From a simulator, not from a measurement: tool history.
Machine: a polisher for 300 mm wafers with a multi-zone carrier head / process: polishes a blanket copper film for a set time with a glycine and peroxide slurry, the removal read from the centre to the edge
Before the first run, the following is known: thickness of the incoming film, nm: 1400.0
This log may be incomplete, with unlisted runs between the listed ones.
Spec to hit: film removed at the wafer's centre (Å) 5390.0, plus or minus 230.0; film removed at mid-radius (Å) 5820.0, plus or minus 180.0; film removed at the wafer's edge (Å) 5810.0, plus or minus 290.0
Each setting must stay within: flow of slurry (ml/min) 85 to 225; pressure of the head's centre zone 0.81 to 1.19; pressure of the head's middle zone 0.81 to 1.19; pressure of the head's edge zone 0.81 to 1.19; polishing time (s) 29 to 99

run,hour,flow of slurry (ml/min),pressure of the head's centre zone,pressure of the head's middle zone,pressure of the head's edge zone,polishing time (s),film removed at the wafer's centre (Å),film removed at mid-radius (Å),film removed at the wafer's edge (Å)
1,0.0,145,1.00,1.00,1.00,64,4109.8,4079.7,4193.1
2,2.8,150,1.00,1.01,1.02,66,4293.0,4336.7,4258.9
3,4.6,145,0.99,1.01,1.02,69,4455.3,4462.4,4488.8
4,7.3,145,1.07,1.01,1.02,69,4811.8,4376.2,4563.1
5,8.1,175,1.07,1.01,1.02,69,5050.6,4564.4,4623.9
6,13.6,175,1.13,1.01,1.02,69,5247.4,4525.4,4567.0
7,22.5,175,1.11,1.02,1.04,70,5166.1,4696.2,4688.0
8,31.4,175,1.10,1.02,1.06,71,5237.3,4689.0,4845.6
9,39.0,175,1.09,1.03,1.07,72,5304.1,4817.0,4826.5
10,40.2,175,1.07,1.03,1.08,74,5266.3,5085.5,5093.6
11,41.2,175,1.06,1.03,1.09,75,5242.0,4972.1,5155.0
12,48.1,175,1.05,1.04,1.10,76,5444.0,5246.2,5218.5
13,53.4,175,1.04,1.04,1.11,77,5506.0,5175.1,5458.5
14,59.2,180,1.03,1.05,1.12,77,5362.5,5328.4,5442.1
15,67.7,185,1.02,1.05,1.13,77,5252.4,5326.9,5321.5
16,74.6,185,1.01,1.05,1.13,78,5474.5,5292.7,5413.7
17,80.0,180,1.01,1.06,1.14,78,5333.1,5387.9,5547.5
18,86.0,180,1.01,1.07,1.14,78,5347.1,5469.0,5683.6
19,88.9,180,1.01,1.08,1.14,78,5288.5,5558.8,5461.1

Of the 5 settings listed for the next run, only one would bring every result within its allowed miss of target. Which one?
A,91.8,200,1.09,1.12,1.13,72,?,?,?
B,91.8,195,0.95,1.09,1.13,81,?,?,?
C,91.8,150,1.00,1.11,1.18,77,?,?,?
D,91.8,195,0.98,1.09,1.02,76,?,?,?
E,91.8,130,0.90,1.01,1.19,92,?,?,?

move,film removed at the wafer's centre (Å),film removed at mid-radius (Å),film removed at the wafer's edge (Å)
A,5414.0,5241.7,5147.6
B,5324.2,5744.6,5778.4
C,5077.8,5328.5,5460.1
D,5144.4,5390.0,5151.0
E,5343.5,5741.5,6455.7
A: its largest miss is bigger than the last run's
B: every result within its allowed miss
C: its largest miss is bigger than the last run's
D: its largest miss is bigger than the last run's
E: meets the target for the result that was furthest off, but another lies outside its allowed miss
So the answer is move B, the one that meets all the targets.

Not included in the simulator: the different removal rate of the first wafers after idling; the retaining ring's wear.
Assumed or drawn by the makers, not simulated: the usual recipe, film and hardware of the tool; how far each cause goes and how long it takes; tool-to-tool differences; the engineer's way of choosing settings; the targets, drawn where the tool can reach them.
